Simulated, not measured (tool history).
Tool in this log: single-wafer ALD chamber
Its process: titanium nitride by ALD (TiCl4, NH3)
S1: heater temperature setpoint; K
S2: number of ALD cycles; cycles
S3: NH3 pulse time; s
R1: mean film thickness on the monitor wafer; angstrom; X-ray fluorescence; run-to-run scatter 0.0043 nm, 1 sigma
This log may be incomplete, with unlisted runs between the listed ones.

run	hour	S1	S2	S3	R1
1	0	653.15	39	2.38	8.7723
2	7.3	645.15	39	2.38	8.5761
3	11.5	642.15	39	2.28	8.607
4	13.1	640.15	39	2.04	8.3609
5	17.7	647.15	39	2.04	8.5291
6	20.3	641.15	39	2.04	8.3475
7	26.2	640.15	39	1.99	8.3919
8	31.3	639.15	39	1.9	8.3563

Run 9, settings as shown, results not yet in. Your forecast:
9	35.1	638.15	39	1.82	?

Run 9 measured R1 8.3222 angstrom.
